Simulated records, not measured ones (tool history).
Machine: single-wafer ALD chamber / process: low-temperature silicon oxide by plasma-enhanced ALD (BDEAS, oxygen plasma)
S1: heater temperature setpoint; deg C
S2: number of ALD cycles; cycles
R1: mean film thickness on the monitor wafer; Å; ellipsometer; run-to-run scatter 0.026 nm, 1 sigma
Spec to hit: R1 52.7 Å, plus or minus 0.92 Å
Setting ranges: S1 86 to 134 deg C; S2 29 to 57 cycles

run 1 hour=0 | S1=110 S2=43 | R1=62.432
run 2 hour=6.8 | S1=106 S2=43 | R1=62.654
run 3 hour=10.5 | S1=110 S2=43 | R1=62.149
run 4 hour=12.5 | S1=111 S2=42 | R1=60.944
run 5 hour=14.2 | S1=103 S2=42 | R1=61.941
run 6 hour=16.3 | S1=107 S2=42 | R1=61.519
run 7 hour=19.5 | S1=108 S2=41 | R1=60.098
run 8 hour=27.9 | S1=109 S2=40 | R1=57.962
run 9 hour=30.2 | S1=110 S2=40 | R1=58.477
run 10 hour=38.3 | S1=111 S2=39 | R1=56.723
run 11 hour=42.5 | S1=112 S2=39 | R1=56.779
run 12 hour=46.6 | S1=113 S2=39 | R1=56.578
run 13 hour=51.2 | S1=114 S2=39 | R1=56.764
run 14 hour=58.5 | S1=114 S2=38 | R1=54.538

5 next moves are on the table. One of them brings every result within its allowed miss. Which?
run A hour=65.8 | S1=115 S2=38 | R1=?
run B hour=65.8 | S1=119 S2=37 | R1=?
run C hour=65.8 | S1=122 S2=39 | R1=?
run D hour=65.8 | S1=110 S2=38 | R1=?
run E hour=65.8 | S1=120 S2=40 | R1=?

move=A R1=54.298
move=B R1=52.524
move=C R1=55.09
move=D R1=54.74
move=E R1=56.689
A: nearer than the last run, and not there yet
B: in spec on every target
C: moves away from the targets compared with the last run
D: moves away from the targets compared with the last run
E: moves away from the targets compared with the last run
Move B is the one to make.
